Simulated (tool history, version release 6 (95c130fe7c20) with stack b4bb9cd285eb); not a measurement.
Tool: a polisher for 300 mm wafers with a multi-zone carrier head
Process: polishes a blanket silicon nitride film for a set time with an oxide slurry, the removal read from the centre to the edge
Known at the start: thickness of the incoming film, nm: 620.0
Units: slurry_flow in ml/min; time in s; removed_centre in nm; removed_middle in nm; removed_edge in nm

run,day,slurry_flow,centre_zone,middle_zone,edge_zone,slurry_solids,time,removed_centre,removed_middle,removed_edge
1,0,245,1,1,1,1,40,20.698,19.43,18.804
2,0.025,195,1,1,1,1,40,19.892,18.986,18.128
3,0.138,195,1,1,1,0.8,40,17.646,17.222,17.027
4,0.35,195,1,1,1.06,0.8,40,18.145,17.336,17.442
5,0.521,195,1,1.03,1.06,0.8,40,18.284,16.898,17.206
# day 0.704: centre zone pressure recalibrated
6,0.704,210,1,1,1.07,0.95,40,18.497,18.816,18.752
7,0.775,235,1.05,1,1.09,1,40,20.175,19.149,19.601
8,1.062,235,1.05,1,1.09,1,40,19.865,19.441,19.564
9,1.275,255,1.09,0.99,1.08,1.05,40,21.423,20.226,20.05
10,1.542,270,1.12,0.98,1.09,1.1,40,23.121,20.507,20.173
11,1.696,280,1.13,0.98,1.11,1.15,40,23.427,20.529,21.38
12,2.021,290,1.14,1,1.12,1.2,40,23.912,20.769,21.774
13,2.188,290,1.14,1,1.12,1.2,40,24.356,21.848,21.882

Run 14 comes next. What will it give?
14,2.321,295,1.15,1.01,1.13,1.2,40,?,?,?

removed_centre: 24.111 nm
removed_middle: 21.524 nm
removed_edge: 21.92 nm

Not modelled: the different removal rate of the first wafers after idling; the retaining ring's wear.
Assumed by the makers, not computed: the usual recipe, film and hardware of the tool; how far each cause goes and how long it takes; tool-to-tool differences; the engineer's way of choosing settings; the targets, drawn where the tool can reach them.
